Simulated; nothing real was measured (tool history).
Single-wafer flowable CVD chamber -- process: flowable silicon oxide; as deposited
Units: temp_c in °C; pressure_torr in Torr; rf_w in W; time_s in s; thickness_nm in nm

{"run": 1, "hour": 0.0, "temp_c": 105, "pressure_torr": 0.802, "rf_w": 2070, "time_s": 408, "thickness_nm": 182.55}
{"run": 2, "hour": 1.9, "temp_c": 105, "pressure_torr": 0.881, "rf_w": 2070, "time_s": 408, "thickness_nm": 199.51}
{"run": 3, "hour": 2.5, "temp_c": 105, "pressure_torr": 0.881, "rf_w": 2260, "time_s": 408, "thickness_nm": 202.89}
{"run": 4, "hour": 6.1, "temp_c": 102, "pressure_torr": 0.882, "rf_w": 2260, "time_s": 408, "thickness_nm": 226.95}
{"run": 5, "hour": 12.8, "temp_c": 102, "pressure_torr": 0.882, "rf_w": 2135, "time_s": 408, "thickness_nm": 224.04}
{"run": 6, "hour": 14.2, "temp_c": 100, "pressure_torr": 0.883, "rf_w": 2135, "time_s": 408, "thickness_nm": 243.08}
{"run": 7, "hour": 20.9, "temp_c": 98, "pressure_torr": 0.884, "rf_w": 2135, "time_s": 408, "thickness_nm": 261.9}
{"run": 8, "hour": 22.6, "temp_c": 97, "pressure_torr": 0.884, "rf_w": 2135, "time_s": 408, "thickness_nm": 273.23}

The next listed run, before its measurement:
{"run": 9, "hour": 26.1, "temp_c": 96, "pressure_torr": 0.884, "rf_w": 2135, "time_s": 408, "thickness_nm": "?"}

{"run 9": {"thickness_nm": 282.52}}
